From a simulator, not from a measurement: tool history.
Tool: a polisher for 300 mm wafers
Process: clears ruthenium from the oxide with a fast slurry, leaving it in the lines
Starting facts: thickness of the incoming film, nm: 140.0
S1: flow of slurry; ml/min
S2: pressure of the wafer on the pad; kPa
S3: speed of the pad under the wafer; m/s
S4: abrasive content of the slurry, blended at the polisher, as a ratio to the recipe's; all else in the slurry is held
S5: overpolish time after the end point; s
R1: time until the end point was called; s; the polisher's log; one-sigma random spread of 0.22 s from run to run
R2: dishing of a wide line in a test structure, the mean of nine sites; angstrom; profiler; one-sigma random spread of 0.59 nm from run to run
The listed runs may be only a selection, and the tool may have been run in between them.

Run 1, day 0: S1 315 ml/min, S2 13.1 kPa, S3 1.04 m/s, S4 1, S5 9 s. Result: R1 41.147 s, R2 246.77 angstrom.
Run 2, day 0.138: S1 315 ml/min, S2 13.1 kPa, S3 1.04 m/s, S4 1, S5 7 s. Result: R1 41.003 s, R2 182.28 angstrom.
Run 3, day 0.3: S1 315 ml/min, S2 13.1 kPa, S3 1.04 m/s, S4 1, S5 6 s. Result: R1 41.388 s, R2 169.89 angstrom.
Run 4, day 0.396: S1 315 ml/min, S2 14.5 kPa, S3 1.04 m/s, S4 1, S5 6 s. Result: R1 38.978 s, R2 177.1 angstrom.
Run 5, day 0.562: S1 315 ml/min, S2 14.5 kPa, S3 0.88 m/s, S4 1, S5 6 s. Result: R1 45.303 s, R2 151.72 angstrom.
Run 6, day 0.7: S1 315 ml/min, S2 17.2 kPa, S3 0.88 m/s, S4 1, S5 6 s. Result: R1 39.906 s, R2 172.05 angstrom.
Run 7, day 0.792: S1 315 ml/min, S2 17.9 kPa, S3 0.96 m/s, S4 1, S5 6 s. Result: R1 35.625 s, R2 189.12 angstrom.

Run 8 has not been measured yet. What should we expect?
Run 8, day 0.825: S1 320 ml/min, S2 20.7 kPa, S3 1.16 m/s, S4 1, S5 6 s. Result: R1 ?, R2 ?.

{"run 8": {"R1": 26.96, "R2": 240.55}}

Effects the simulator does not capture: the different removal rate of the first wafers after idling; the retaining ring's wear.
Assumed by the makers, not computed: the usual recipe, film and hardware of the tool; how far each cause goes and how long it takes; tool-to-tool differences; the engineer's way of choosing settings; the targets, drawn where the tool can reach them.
